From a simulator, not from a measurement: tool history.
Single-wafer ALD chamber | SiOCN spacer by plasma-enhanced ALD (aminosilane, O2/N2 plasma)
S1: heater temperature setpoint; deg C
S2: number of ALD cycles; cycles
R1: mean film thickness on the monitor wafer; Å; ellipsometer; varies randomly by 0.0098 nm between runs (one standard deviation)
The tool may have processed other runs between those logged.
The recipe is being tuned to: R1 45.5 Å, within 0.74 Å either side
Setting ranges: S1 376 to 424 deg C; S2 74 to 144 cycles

run 1 hour=0 | S1=400 S2=109 | R1=62.533
run 2 hour=4.1 | S1=401 S2=101 | R1=57.404
run 3 hour=12.4 | S1=402 S2=96 | R1=54.412
run 4 hour=17.5 | S1=395 S2=96 | R1=54.892
run 5 hour=25.6 | S1=395 S2=107 | R1=61.164
run 6 hour=32.8 | S1=395 S2=100 | R1=57.28
run 7 hour=41.8 | S1=396 S2=95 | R1=54.38
run 8 hour=45.1 | S1=396 S2=91 | R1=52.013

Exercise: of the 5 proposed moves below, exactly one satisfies all targets within the stated allowed misses. Which move is it?
run A hour=48.4 | S1=392 S2=102 | R1=?
run B hour=48.4 | S1=397 S2=74 | R1=?
run C hour=48.4 | S1=396 S2=80 | R1=?
run D hour=48.4 | S1=384 S2=111 | R1=?
run E hour=48.4 | S1=395 S2=100 | R1=?

move=A R1=58.054
move=B R1=42.118
move=C R1=45.533
move=D R1=63.177
move=E R1=56.916
A: moves away from the targets compared with the last run
B: pushes the last run's worst result past its target
C: in spec on every target
D: moves away from the targets compared with the last run
E: moves away from the targets compared with the last run
The right move is C.

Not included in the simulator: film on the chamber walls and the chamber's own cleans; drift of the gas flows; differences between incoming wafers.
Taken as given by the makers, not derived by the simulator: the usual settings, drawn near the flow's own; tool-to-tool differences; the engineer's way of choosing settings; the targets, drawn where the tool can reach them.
